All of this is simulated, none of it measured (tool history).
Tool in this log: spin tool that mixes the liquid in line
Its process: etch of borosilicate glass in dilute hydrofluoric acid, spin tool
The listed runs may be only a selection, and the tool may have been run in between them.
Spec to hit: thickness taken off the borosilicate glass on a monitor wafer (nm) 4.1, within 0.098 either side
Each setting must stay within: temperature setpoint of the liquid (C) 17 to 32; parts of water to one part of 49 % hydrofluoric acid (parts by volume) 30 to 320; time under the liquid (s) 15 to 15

| run | day | temperature setpoint of the liquid (C) | parts of water to one part of 49 % hydrofluoric acid (parts by volume) | time under the liquid (s) | thickness taken off the borosilicate glass on a monitor wafer (nm) |
|---|---|---|---|---|---|
| 1 | 0 | 24 | 175 | 15 | 3.1058 |
| 2 | 0.2 | 24 | 230 | 15 | 2.2216 |
| 3 | 0.396 | 25.5 | 230 | 15 | 2.3534 |
| 4 | 0.521 | 27.5 | 215 | 15 | 2.7602 |
| 5 | 0.788 | 29 | 200 | 15 | 3.1849 |
| 6 | 0.875 | 25.5 | 200 | 15 | 2.7996 |
| 7 | 0.942 | 27.5 | 190 | 15 | 3.2194 |
| 8 | 1.167 | 29 | 185 | 15 | 3.4809 |
| 9 | 1.471 | 30 | 180 | 15 | 3.7531 |

Pick the move, out of 4, that brings all results within their allowed miss; only one does.
| A | 1.775 | 32 | 205 | 15 | ? |
| B | 1.775 | 24.5 | 140 | 15 | ? |
| C | 1.775 | 29.5 | 200 | 15 | ? |
| D | 1.775 | 31.5 | 200 | 15 | ? |

| move | thickness taken off the borosilicate glass on a monitor wafer (nm) |
|---|---|
| A | 3.4101 |
| B | 4.1277 |
| C | 3.2289 |
| D | 3.4586 |
A: lands further from the targets than the last run did
B: every result lands within tolerance
C: lands further from the targets than the last run did
D: lands further from the targets than the last run did
The move that meets every target is B.
